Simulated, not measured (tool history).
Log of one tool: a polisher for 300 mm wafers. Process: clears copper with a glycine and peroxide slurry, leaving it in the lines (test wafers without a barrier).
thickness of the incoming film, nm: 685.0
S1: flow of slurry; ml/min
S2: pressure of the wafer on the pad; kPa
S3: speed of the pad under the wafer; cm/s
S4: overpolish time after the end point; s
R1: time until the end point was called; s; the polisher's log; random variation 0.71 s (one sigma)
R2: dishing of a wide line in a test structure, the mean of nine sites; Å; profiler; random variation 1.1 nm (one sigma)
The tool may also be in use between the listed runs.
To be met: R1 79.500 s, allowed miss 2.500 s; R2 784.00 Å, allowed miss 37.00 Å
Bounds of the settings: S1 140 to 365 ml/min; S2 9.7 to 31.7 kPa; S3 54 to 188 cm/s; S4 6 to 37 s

Run 1, hour 0.0: S1 235 ml/min, S2 20.7 kPa, S3 120 cm/s, S4 19 s. Result: R1 115.570 s, R2 561.94 Å.
Run 2, hour 3.9: S1 235 ml/min, S2 23.4 kPa, S3 120 cm/s, S4 20 s. Result: R1 105.400 s, R2 622.81 Å.
Run 3, hour 11.5: S1 235 ml/min, S2 23.4 kPa, S3 120 cm/s, S4 15 s. Result: R1 103.890 s, R2 523.56 Å.
Run 4, hour 18.2: S1 235 ml/min, S2 23.4 kPa, S3 96 cm/s, S4 15 s. Result: R1 124.090 s, R2 484.74 Å.
Run 5, hour 19.8: S1 205 ml/min, S2 23.4 kPa, S3 96 cm/s, S4 15 s. Result: R1 127.820 s, R2 461.35 Å.
Run 6, hour 20.9: S1 205 ml/min, S2 23.4 kPa, S3 96 cm/s, S4 18 s. Result: R1 128.010 s, R2 533.85 Å.
Run 7, hour 24.9: S1 220 ml/min, S2 26.2 kPa, S3 100 cm/s, S4 19 s. Result: R1 113.400 s, R2 588.82 Å.
Run 8, hour 26.9: S1 235 ml/min, S2 27.6 kPa, S3 106 cm/s, S4 20 s. Result: R1 101.360 s, R2 644.87 Å.
Run 9, hour 28.1: S1 255 ml/min, S2 31.7 kPa, S3 116 cm/s, S4 22 s. Result: R1 82.086 s, R2 733.12 Å.
Run 10, hour 32.3: S1 255 ml/min, S2 31.7 kPa, S3 118 cm/s, S4 22 s. Result: R1 80.728 s, R2 745.15 Å.

Which of these 4 next moves meets every target?
Run A, hour 36.5: S1 240 ml/min, S2 31.7 kPa, S3 130 cm/s, S4 24 s. Result: R1 ?, R2 ?.
Run B, hour 36.5: S1 230 ml/min, S2 30.3 kPa, S3 134 cm/s, S4 20 s. Result: R1 ?, R2 ?.
Run C, hour 36.5: S1 280 ml/min, S2 31.7 kPa, S3 130 cm/s, S4 20 s. Result: R1 ?, R2 ?.
Run D, hour 36.5: S1 210 ml/min, S2 31.7 kPa, S3 122 cm/s, S4 26 s. Result: R1 ?, R2 ?.

move      R1      R2
   A  74.244  767.02
   B  75.549  715.62
   C  73.125  726.83
   D  79.827  771.26
A: brings the result that was furthest off to its target, and leaves another outside
B: further off than the last run
C: further off than the last run
D: meets every target
Answer: D
